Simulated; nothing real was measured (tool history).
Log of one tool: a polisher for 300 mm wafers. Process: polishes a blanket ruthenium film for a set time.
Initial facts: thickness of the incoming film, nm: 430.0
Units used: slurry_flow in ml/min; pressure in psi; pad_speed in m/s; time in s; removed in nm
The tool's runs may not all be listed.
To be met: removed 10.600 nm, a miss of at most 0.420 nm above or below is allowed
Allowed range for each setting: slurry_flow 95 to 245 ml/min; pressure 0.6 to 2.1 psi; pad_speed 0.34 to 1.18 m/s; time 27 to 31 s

run	hour	slurry_flow	pressure	pad_speed	time	removed
1	0.0	155	1.3	0.76	31	14.331
2	3.9	155	1.3	0.76	31	14.156
3	9.8	155	1.3	0.62	31	12.032
4	12.5	155	1.4	0.62	31	13.173
5	14.7	155	1.7	0.62	31	15.274
6	17.6	155	1.9	0.62	31	17.282
7	24.2	155	1.9	0.62	31	16.958
8	29.6	155	1.9	0.62	31	16.973
9	37.4	155	1.7	0.62	31	15.368
10	45.5	155	1.6	0.62	31	14.550
11	51.1	155	1.5	0.62	31	13.373
12	57.2	155	1.4	0.62	31	12.869
13	58.7	155	1.3	0.62	31	11.809
14	65.9	145	1.2	0.62	31	11.148
15	69.1	140	1.2	0.62	31	11.053

Exactly one of the 4 candidate moves below puts every result within its allowed miss. Which one?
A	72.3	220	1.3	0.68	27	?
B	72.3	115	1.2	0.72	30	?
C	72.3	135	1.3	0.68	28	?
D	72.3	150	1.2	0.64	29	?

move	removed
A	11.553
B	11.750
C	11.417
D	10.580
A: its largest miss is bigger than the last run's
B: its largest miss is bigger than the last run's
C: its largest miss is bigger than the last run's
D: every result within its allowed miss
The move that meets every target is D.
